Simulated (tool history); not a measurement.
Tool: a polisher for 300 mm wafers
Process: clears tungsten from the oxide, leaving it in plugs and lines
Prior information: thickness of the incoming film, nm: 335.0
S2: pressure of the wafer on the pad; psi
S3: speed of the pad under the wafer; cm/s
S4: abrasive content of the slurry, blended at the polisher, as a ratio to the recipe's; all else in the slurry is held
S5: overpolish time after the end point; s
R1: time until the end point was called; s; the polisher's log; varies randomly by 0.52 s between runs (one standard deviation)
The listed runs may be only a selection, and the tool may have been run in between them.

Run 1, hour 0.0: flow of slurry (ml/min) 310, S2 2.7 psi, S3 132 cm/s, S4 1.0, S5 43 s. Result: R1 66.454 s.
Run 2, hour 3.1: flow of slurry (ml/min) 310, S2 2.7 psi, S3 132 cm/s, S4 1.0, S5 46 s. Result: R1 64.121 s.
Run 3, hour 4.6: flow of slurry (ml/min) 310, S2 2.7 psi, S3 102 cm/s, S4 1.0, S5 46 s. Result: R1 81.444 s.
Run 4, hour 6.9: flow of slurry (ml/min) 310, S2 2.9 psi, S3 104 cm/s, S4 1.0, S5 46 s. Result: R1 76.038 s.
Run 5, hour 8.3: flow of slurry (ml/min) 310, S2 2.9 psi, S3 104 cm/s, S4 0.9, S5 46 s. Result: R1 79.722 s.
Run 6, hour 13.5: flow of slurry (ml/min) 245, S2 2.9 psi, S3 104 cm/s, S4 0.9, S5 46 s. Result: R1 80.946 s.
Run 7, hour 21.8: flow of slurry (ml/min) 245, S2 3.1 psi, S3 108 cm/s, S4 0.9, S5 46 s. Result: R1 75.585 s.
Run 8, hour 25.9: flow of slurry (ml/min) 250, S2 3.3 psi, S3 114 cm/s, S4 0.9, S5 46 s. Result: R1 65.785 s.
Run 9, hour 27.3: flow of slurry (ml/min) 255, S2 3.4 psi, S3 116 cm/s, S4 0.9, S5 46 s. Result: R1 63.415 s.
Run 10, hour 33.7: flow of slurry (ml/min) 260, S2 3.5 psi, S3 120 cm/s, S4 0.9, S5 46 s. Result: R1 60.319 s.
Run 11, hour 36.3: flow of slurry (ml/min) 260, S2 3.6 psi, S3 124 cm/s, S4 0.9, S5 46 s. Result: R1 56.448 s.
Run 12, hour 41.7: flow of slurry (ml/min) 260, S2 3.7 psi, S3 126 cm/s, S4 0.9, S5 46 s. Result: R1 54.952 s.
Run 13, hour 48.2: flow of slurry (ml/min) 260, S2 3.8 psi, S3 130 cm/s, S4 0.9, S5 46 s. Result: R1 51.306 s.
Run 14, hour 52.5: flow of slurry (ml/min) 260, S2 3.8 psi, S3 132 cm/s, S4 0.9, S5 46 s. Result: R1 50.379 s.

For run 15, what comes out?
Run 15, hour 61.2: flow of slurry (ml/min) 260, S2 3.8 psi, S3 134 cm/s, S4 0.9, S5 46 s. Result: R1 ?.

Logged for run 15: R1 51.113 s.

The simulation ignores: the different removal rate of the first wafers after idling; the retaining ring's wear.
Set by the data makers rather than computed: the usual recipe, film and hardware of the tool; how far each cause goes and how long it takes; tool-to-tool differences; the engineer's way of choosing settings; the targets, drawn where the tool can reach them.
